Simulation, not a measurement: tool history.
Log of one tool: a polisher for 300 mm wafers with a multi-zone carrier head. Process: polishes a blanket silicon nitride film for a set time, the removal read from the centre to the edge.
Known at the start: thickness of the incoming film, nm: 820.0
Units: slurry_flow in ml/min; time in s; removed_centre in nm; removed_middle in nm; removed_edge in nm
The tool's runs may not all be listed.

{"run": 1, "hour": 0.0, "slurry_flow": 205, "centre_zone": 1.0, "middle_zone": 1.0, "edge_zone": 1.0, "time": 85, "removed_centre": 151.84, "removed_middle": 154.19, "removed_edge": 143.54}
{"run": 2, "hour": 3.6, "slurry_flow": 200, "centre_zone": 0.98, "middle_zone": 0.98, "edge_zone": 0.99, "time": 82, "removed_centre": 142.59, "removed_middle": 143.9, "removed_edge": 135.97}
{"run": 3, "hour": 12.3, "slurry_flow": 200, "centre_zone": 0.98, "middle_zone": 0.98, "edge_zone": 0.91, "time": 82, "removed_centre": 142.71, "removed_middle": 145.66, "removed_edge": 130.35}
{"run": 4, "hour": 12.9, "slurry_flow": 195, "centre_zone": 0.96, "middle_zone": 0.97, "edge_zone": 0.92, "time": 79, "removed_centre": 133.27, "removed_middle": 138.61, "removed_edge": 126.75}
{"run": 5, "hour": 15.2, "slurry_flow": 190, "centre_zone": 0.95, "middle_zone": 0.95, "edge_zone": 0.92, "time": 77, "removed_centre": 127.17, "removed_middle": 131.03, "removed_edge": 122.53}
{"run": 6, "hour": 19.5, "slurry_flow": 190, "centre_zone": 0.95, "middle_zone": 0.9, "edge_zone": 0.92, "time": 77, "removed_centre": 127.13, "removed_middle": 126.2, "removed_edge": 122.6}
{"hour": 26.9, "done": "edge zone pressure recalibrated"}
{"run": 7, "hour": 26.9, "slurry_flow": 185, "centre_zone": 0.94, "middle_zone": 0.89, "edge_zone": 0.92, "time": 75, "removed_centre": 123.02, "removed_middle": 120.94, "removed_edge": 127.56}
{"run": 8, "hour": 34.3, "slurry_flow": 185, "centre_zone": 0.93, "middle_zone": 0.89, "edge_zone": 0.91, "time": 72, "removed_centre": 116.49, "removed_middle": 116.73, "removed_edge": 120.68}
{"run": 9, "hour": 41.8, "slurry_flow": 185, "centre_zone": 0.92, "middle_zone": 0.89, "edge_zone": 0.9, "time": 70, "removed_centre": 111.24, "removed_middle": 113.07, "removed_edge": 115.42}
{"run": 10, "hour": 45.2, "slurry_flow": 185, "centre_zone": 0.91, "middle_zone": 0.89, "edge_zone": 0.89, "time": 68, "removed_centre": 107.7, "removed_middle": 108.57, "removed_edge": 111.1}
{"run": 11, "hour": 51.9, "slurry_flow": 185, "centre_zone": 0.9, "middle_zone": 0.89, "edge_zone": 0.88, "time": 67, "removed_centre": 105.21, "removed_middle": 108.11, "removed_edge": 110.88}
{"run": 12, "hour": 53.8, "slurry_flow": 185, "centre_zone": 0.89, "middle_zone": 0.89, "edge_zone": 0.87, "time": 66, "removed_centre": 103.56, "removed_middle": 105.42, "removed_edge": 106.34}
{"run": 13, "hour": 59.3, "slurry_flow": 180, "centre_zone": 0.88, "middle_zone": 0.89, "edge_zone": 0.87, "time": 65, "removed_centre": 99.208, "removed_middle": 104.34, "removed_edge": 105.79}
{"run": 14, "hour": 66.8, "slurry_flow": 180, "centre_zone": 0.87, "middle_zone": 0.89, "edge_zone": 0.86, "time": 64, "removed_centre": 97.741, "removed_middle": 101.84, "removed_edge": 104.2}
{"run": 15, "hour": 73.7, "slurry_flow": 180, "centre_zone": 0.86, "middle_zone": 0.89, "edge_zone": 0.86, "time": 63, "removed_centre": 94.088, "removed_middle": 102.11, "removed_edge": 101.27}

Forecast run 16:
{"run": 16, "hour": 76.1, "slurry_flow": 180, "centre_zone": 0.86, "middle_zone": 0.88, "edge_zone": 0.86, "time": 63, "removed_centre": "?", "removed_middle": "?", "removed_edge": "?"}

Run 16 gave removed_centre 94.611 nm, removed_middle 101.68 nm, removed_edge 102.87 nm.
